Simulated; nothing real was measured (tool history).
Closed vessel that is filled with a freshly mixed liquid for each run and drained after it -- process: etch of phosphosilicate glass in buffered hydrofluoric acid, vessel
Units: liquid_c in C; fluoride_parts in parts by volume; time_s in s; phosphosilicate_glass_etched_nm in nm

| run | day | liquid_c | fluoride_parts | time_s | phosphosilicate_glass_etched_nm |
|---|---|---|---|---|---|
| 1 | 0.000 | 25.0 | 8.5 | 90 | 833.26 |
| 2 | 0.258 | 24.5 | 8.5 | 90 | 813.59 |
| 3 | 0.550 | 24.5 | 8.5 | 90 | 810.52 |
| 4 | 0.875 | 24.5 | 6.0 | 90 | 1147.50 |
| 5 | 0.983 | 23.0 | 6.0 | 90 | 1057.40 |
| 6 | 1.117 | 22.0 | 6.0 | 90 | 998.44 |
| 7 | 1.346 | 21.0 | 6.0 | 90 | 940.50 |

Run 8, settings as shown, results not yet in. Your forecast:
| 8 | 1.604 | 20.0 | 6.0 | 90 | ? |

Run 8 measured phosphosilicate_glass_etched_nm 897.78 nm.
